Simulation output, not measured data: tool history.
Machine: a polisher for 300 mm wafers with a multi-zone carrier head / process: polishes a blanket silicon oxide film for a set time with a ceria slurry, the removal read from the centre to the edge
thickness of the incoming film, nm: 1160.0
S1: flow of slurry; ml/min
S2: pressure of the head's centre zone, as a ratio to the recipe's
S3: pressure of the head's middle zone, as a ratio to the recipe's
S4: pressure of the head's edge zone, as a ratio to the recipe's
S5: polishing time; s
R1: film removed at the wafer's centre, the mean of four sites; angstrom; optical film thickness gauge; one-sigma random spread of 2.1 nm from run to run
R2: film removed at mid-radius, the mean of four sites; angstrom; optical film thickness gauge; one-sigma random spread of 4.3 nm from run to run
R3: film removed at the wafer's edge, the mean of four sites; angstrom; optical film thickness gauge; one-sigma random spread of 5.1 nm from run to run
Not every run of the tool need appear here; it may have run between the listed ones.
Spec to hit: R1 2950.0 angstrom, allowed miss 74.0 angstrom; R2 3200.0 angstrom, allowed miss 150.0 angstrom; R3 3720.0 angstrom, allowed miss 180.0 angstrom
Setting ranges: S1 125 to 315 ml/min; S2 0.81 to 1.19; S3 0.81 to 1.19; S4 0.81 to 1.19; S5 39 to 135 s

run    day   S1    S2    S3    S4  S5      R1      R2      R3
  1  0.000  205  1.00  1.00  1.00  87  4288.1  4201.3  4315.2
  2  0.138  205  1.00  1.00  1.08  87  4230.1  4241.4  4477.9
  3  0.467  205  1.00  1.03  1.08  87  4287.1  4403.0  4440.0
  4  0.612  205  1.00  1.03  1.08  75  3661.8  3733.2  3881.5
  5  0.950  200  0.98  1.01  1.08  75  3571.9  3708.4  3880.2
  6  1.200  195  0.96  0.99  1.08  75  3512.2  3553.9  3795.0
  7  1.504  150  0.86  0.96  1.18  74  2993.8  3487.8  3997.6
  8  1.612  150  0.86  0.95  1.17  74  3041.0  3367.4  3840.7

Pick the move, out of 5, that brings all results within their allowed miss; only one does.
  A  1.721  170  0.92  1.08  1.19  70   ?   ?   ?
  B  1.721  195  0.88  1.09  1.02  69   ?   ?   ?
  C  1.721  130  0.92  0.87  1.03  74   ?   ?   ?
  D  1.721  125  0.81  0.83  1.19  79   ?   ?   ?
  E  1.721  125  0.88  0.94  1.15  73   ?   ?   ?

move      R1      R2      R3
   A  3066.7  3551.2  3701.7
   B  2935.7  3576.0  3473.1
   C  3135.3  3109.3  3633.2
   D  2928.7  3197.2  4090.9
   E  2944.3  3231.0  3724.0
A: moves away from the targets compared with the last run
B: puts the biggest miss on target and leaves a different result outside tolerance
C: moves away from the targets compared with the last run
D: puts the biggest miss on target and leaves a different result outside tolerance
E: every result lands within tolerance
Go with E: it meets all targets.
